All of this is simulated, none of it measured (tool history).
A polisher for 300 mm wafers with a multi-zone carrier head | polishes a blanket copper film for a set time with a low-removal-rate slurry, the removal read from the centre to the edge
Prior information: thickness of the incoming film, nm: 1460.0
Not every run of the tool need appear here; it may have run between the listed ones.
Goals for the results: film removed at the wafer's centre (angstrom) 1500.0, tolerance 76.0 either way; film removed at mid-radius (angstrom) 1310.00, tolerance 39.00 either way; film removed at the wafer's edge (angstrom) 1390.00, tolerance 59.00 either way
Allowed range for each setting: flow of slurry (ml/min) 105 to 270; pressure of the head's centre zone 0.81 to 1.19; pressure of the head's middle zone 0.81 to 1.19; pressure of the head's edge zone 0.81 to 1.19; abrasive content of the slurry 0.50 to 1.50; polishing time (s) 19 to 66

| run | hour | flow of slurry (ml/min) | pressure of the head's centre zone | pressure of the head's middle zone | pressure of the head's edge zone | abrasive content of the slurry | polishing time (s) | film removed at the wafer's centre (angstrom) | film removed at mid-radius (angstrom) | film removed at the wafer's edge (angstrom) |
|---|---|---|---|---|---|---|---|---|---|---|
| 1 | 0.0 | 175 | 1.00 | 1.00 | 1.00 | 1.00 | 42 | 848.8 | 858.52 | 865.51 |
| 2 | 6.1 | 175 | 1.00 | 1.00 | 1.00 | 1.00 | 51 | 1046.2 | 1046.40 | 1074.90 |
| 3 | 6.9 | 185 | 1.04 | 1.01 | 1.04 | 1.15 | 52 | 1202.4 | 1140.00 | 1169.00 |
| 4 | 8.6 | 185 | 1.04 | 1.01 | 1.12 | 1.15 | 52 | 1168.6 | 1135.20 | 1205.10 |
| 5 | 15.0 | 225 | 1.04 | 1.01 | 1.12 | 1.15 | 52 | 1206.3 | 1168.10 | 1211.80 |
| 6 | 21.3 | 225 | 1.01 | 1.01 | 1.12 | 1.15 | 52 | 1162.1 | 1171.00 | 1241.10 |
| 7 | 24.0 | 225 | 1.04 | 1.01 | 1.12 | 1.25 | 53 | 1225.9 | 1207.90 | 1262.00 |
| 8 | 26.4 | 225 | 1.07 | 1.00 | 1.13 | 1.30 | 54 | 1343.0 | 1230.50 | 1317.40 |
| 9 | 34.5 | 225 | 1.07 | 1.00 | 1.13 | 1.30 | 54 | 1321.6 | 1229.70 | 1338.10 |
| 10 | 39.3 | 230 | 1.09 | 1.01 | 1.13 | 1.35 | 54 | 1390.8 | 1256.70 | 1315.20 |

Exercise: of the 5 proposed moves below, exactly one satisfies all targets within the stated allowed misses. Which move is it?
| A | 44.1 | 265 | 0.97 | 1.11 | 1.10 | 1.40 | 53 | ? | ? | ? |
| B | 44.1 | 240 | 1.07 | 1.01 | 1.06 | 1.20 | 54 | ? | ? | ? |
| C | 44.1 | 210 | 1.13 | 1.02 | 1.12 | 1.50 | 55 | ? | ? | ? |
| D | 44.1 | 240 | 1.18 | 0.97 | 1.19 | 1.45 | 52 | ? | ? | ? |
| E | 44.1 | 205 | 1.00 | 0.99 | 1.06 | 1.25 | 53 | ? | ? | ? |

| move | film removed at the wafer's centre (angstrom) | film removed at mid-radius (angstrom) | film removed at the wafer's edge (angstrom) |
|---|---|---|---|
| A | 1246.5 | 1389.10 | 1293.80 |
| B | 1328.8 | 1239.70 | 1234.10 |
| C | 1484.5 | 1323.80 | 1350.20 |
| D | 1482.4 | 1210.60 | 1324.60 |
| E | 1201.7 | 1183.50 | 1204.70 |
A: further off than the last run
B: further off than the last run
C: in spec on every target
D: corrects the largest miss of the last run, while another result sits out of spec
E: further off than the last run
C is the move that brings every result within its allowed miss.

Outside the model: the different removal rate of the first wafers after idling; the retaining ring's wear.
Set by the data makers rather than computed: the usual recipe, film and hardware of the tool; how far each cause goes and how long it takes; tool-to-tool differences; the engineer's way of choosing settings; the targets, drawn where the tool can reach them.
